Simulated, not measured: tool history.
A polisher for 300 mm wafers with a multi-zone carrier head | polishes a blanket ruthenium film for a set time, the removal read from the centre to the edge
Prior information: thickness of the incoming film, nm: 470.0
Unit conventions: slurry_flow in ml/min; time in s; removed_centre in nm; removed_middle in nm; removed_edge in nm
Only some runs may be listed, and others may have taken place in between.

| run | hour | slurry_flow | centre_zone | middle_zone | edge_zone | time | removed_centre | removed_middle | removed_edge |
|---|---|---|---|---|---|---|---|---|---|
| 1 | 0 | 200 | 1 | 1 | 1 | 83 | 64.493 | 71.394 | 71.569 |
| 2 | 2.8 | 200 | 1.07 | 1 | 1 | 83 | 67.971 | 72.717 | 71.158 |
| 3 | 9.7 | 200 | 1.07 | 0.92 | 1 | 83 | 67.868 | 68.031 | 72.004 |
| 4 | 14.1 | 200 | 1.07 | 0.89 | 1 | 83 | 68.212 | 65.202 | 71.196 |
| 5 | 22 | 200 | 1.07 | 0.85 | 1 | 83 | 69.54 | 62.693 | 70.576 |
|  | 28.2 | centre zone pressure recalibrated |
| 6 | 28.2 | 200 | 1.07 | 0.81 | 1 | 83 | 77.003 | 60.329 | 69.475 |
| 7 | 34.2 | 200 | 1.06 | 0.83 | 0.94 | 71 | 65.325 | 52.857 | 59.415 |
| 8 | 42.6 | 200 | 1.05 | 0.87 | 0.9 | 62 | 56.217 | 48.083 | 49.606 |
| 9 | 50.4 | 190 | 1.01 | 0.87 | 0.88 | 59 | 51.43 | 45.197 | 47.945 |
| 10 | 57.9 | 185 | 1.01 | 0.88 | 0.86 | 56 | 48.29 | 43.038 | 44.412 |
| 11 | 63.5 | 180 | 1.02 | 0.89 | 0.84 | 55 | 47.46 | 42.442 | 43.136 |
| 12 | 67.4 | 180 | 1.03 | 0.89 | 0.83 | 55 | 48.21 | 42.81 | 42.89 |

Predict the results of run 13:
| 13 | 72.7 | 175 | 1.03 | 0.89 | 0.82 | 55 | ? | ? | ? |

Run 13 gave removed_centre 48.418 nm, removed_middle 42.227 nm, removed_edge 42.031 nm.
